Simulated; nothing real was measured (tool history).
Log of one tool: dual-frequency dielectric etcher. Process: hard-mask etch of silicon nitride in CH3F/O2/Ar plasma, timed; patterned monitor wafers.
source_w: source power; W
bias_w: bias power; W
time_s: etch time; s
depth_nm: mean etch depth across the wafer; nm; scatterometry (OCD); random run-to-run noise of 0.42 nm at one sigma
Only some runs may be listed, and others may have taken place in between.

run	day	source_w	bias_w	time_s	depth_nm
1	0.000	400	102	199.0	145.37
2	0.150	420	102	199.0	148.60
3	0.233	360	102	199.0	139.21
4	0.488	390	102	199.0	143.41
5	0.596	410	102	199.0	145.95
6	0.675	410	102	199.0	146.41
7	0.725	410	102	199.0	147.15
8	0.904	420	102	199.0	148.26

Forecast run 9:
9	1.250	430	102	199.0	?

depth_nm: 149.32 nm
